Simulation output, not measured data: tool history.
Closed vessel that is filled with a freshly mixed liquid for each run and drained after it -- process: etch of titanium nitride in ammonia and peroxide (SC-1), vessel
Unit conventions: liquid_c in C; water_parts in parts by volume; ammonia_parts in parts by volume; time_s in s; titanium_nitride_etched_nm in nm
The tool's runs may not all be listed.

{"run": 1, "hour": 0.0, "liquid_c": 52, "water_parts": 18, "ammonia_parts": 0.45, "time_s": 605, "titanium_nitride_etched_nm": 39.355}
{"run": 2, "hour": 2.0, "liquid_c": 52, "water_parts": 18, "ammonia_parts": 0.35, "time_s": 605, "titanium_nitride_etched_nm": 37.338}
{"run": 3, "hour": 4.7, "liquid_c": 57, "water_parts": 18, "ammonia_parts": 0.35, "time_s": 605, "titanium_nitride_etched_nm": 52.699}
{"run": 4, "hour": 8.5, "liquid_c": 57, "water_parts": 18, "ammonia_parts": 0.35, "time_s": 650, "titanium_nitride_etched_nm": 57.34}
{"run": 5, "hour": 14.9, "liquid_c": 64, "water_parts": 18, "ammonia_parts": 0.35, "time_s": 650, "titanium_nitride_etched_nm": 89.754}
{"hour": 20.7, "done": "new drum of ammonia solution connected"}
{"run": 6, "hour": 20.7, "liquid_c": 64, "water_parts": 18, "ammonia_parts": 0.5, "time_s": 650, "titanium_nitride_etched_nm": 97.86}

Predict the results of run 7:
{"run": 7, "hour": 29.6, "liquid_c": 56, "water_parts": 18, "ammonia_parts": 0.5, "time_s": 650, "titanium_nitride_etched_nm": "?"}

{"run 7": {"titanium_nitride_etched_nm": 57.388}}
